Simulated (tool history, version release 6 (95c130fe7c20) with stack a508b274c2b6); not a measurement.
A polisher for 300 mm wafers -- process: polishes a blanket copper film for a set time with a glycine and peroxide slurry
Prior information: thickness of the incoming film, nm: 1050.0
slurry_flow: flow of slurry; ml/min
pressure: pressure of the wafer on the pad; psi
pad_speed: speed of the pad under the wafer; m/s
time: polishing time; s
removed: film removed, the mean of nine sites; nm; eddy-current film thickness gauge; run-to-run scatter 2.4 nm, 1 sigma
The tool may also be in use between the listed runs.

run 1 day=0.000 | slurry_flow=155 pressure=3.1 pad_speed=1.14 time=29 | removed=168.05
run 2 day=0.250 | slurry_flow=180 pressure=3.1 pad_speed=1.14 time=29 | removed=171.27
run 3 day=0.304 | slurry_flow=180 pressure=3.1 pad_speed=1.40 time=29 | removed=206.37
run 4 day=0.488 | slurry_flow=180 pressure=3.1 pad_speed=1.40 time=29 | removed=207.98
run 5 day=0.558 | slurry_flow=180 pressure=3.1 pad_speed=1.40 time=29 | removed=203.90
run 6 day=0.871 | slurry_flow=180 pressure=3.2 pad_speed=1.40 time=29 | removed=207.36
run 7 day=1.217 | slurry_flow=180 pressure=3.3 pad_speed=1.40 time=29 | removed=216.34
run 8 day=1.321 | slurry_flow=180 pressure=3.4 pad_speed=1.40 time=29 | removed=218.79

Run 9 comes next. What will it give?
run 9 day=1.650 | slurry_flow=180 pressure=3.5 pad_speed=1.40 time=29 | removed=?

Logged for run 9: removed 227.36 nm.

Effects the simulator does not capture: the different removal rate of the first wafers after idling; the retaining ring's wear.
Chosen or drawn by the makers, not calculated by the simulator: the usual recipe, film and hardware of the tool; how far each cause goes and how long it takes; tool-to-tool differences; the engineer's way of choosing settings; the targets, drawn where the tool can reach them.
